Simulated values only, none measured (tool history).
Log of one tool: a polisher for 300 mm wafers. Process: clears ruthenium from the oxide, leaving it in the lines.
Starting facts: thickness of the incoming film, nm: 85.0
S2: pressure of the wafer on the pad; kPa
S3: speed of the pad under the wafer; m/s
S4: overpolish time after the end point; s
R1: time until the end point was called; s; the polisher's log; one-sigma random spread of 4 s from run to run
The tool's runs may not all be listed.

run 1 day=0.000 | flow_of_slurry_(ml/min)=175 S2=11.0 S3=0.94 S4=10 | R1=121.50
run 2 day=0.104 | flow_of_slurry_(ml/min)=175 S2=11.0 S3=0.72 S4=10 | R1=150.28
run 3 day=0.408 | flow_of_slurry_(ml/min)=175 S2=10.3 S3=0.72 S4=10 | R1=159.25
run 4 day=0.529 | flow_of_slurry_(ml/min)=175 S2=10.3 S3=0.52 S4=10 | R1=219.91
run 5 day=0.817 | flow_of_slurry_(ml/min)=200 S2=10.3 S3=0.52 S4=10 | R1=209.82
run 6 day=1.188 | flow_of_slurry_(ml/min)=200 S2=12.4 S3=0.52 S4=10 | R1=190.83

Run 7 has not been measured yet. What should we expect?
run 7 day=1.238 | flow_of_slurry_(ml/min)=200 S2=11.7 S3=0.52 S4=10 | R1=?

Run 7 produced R1 193.55 s.

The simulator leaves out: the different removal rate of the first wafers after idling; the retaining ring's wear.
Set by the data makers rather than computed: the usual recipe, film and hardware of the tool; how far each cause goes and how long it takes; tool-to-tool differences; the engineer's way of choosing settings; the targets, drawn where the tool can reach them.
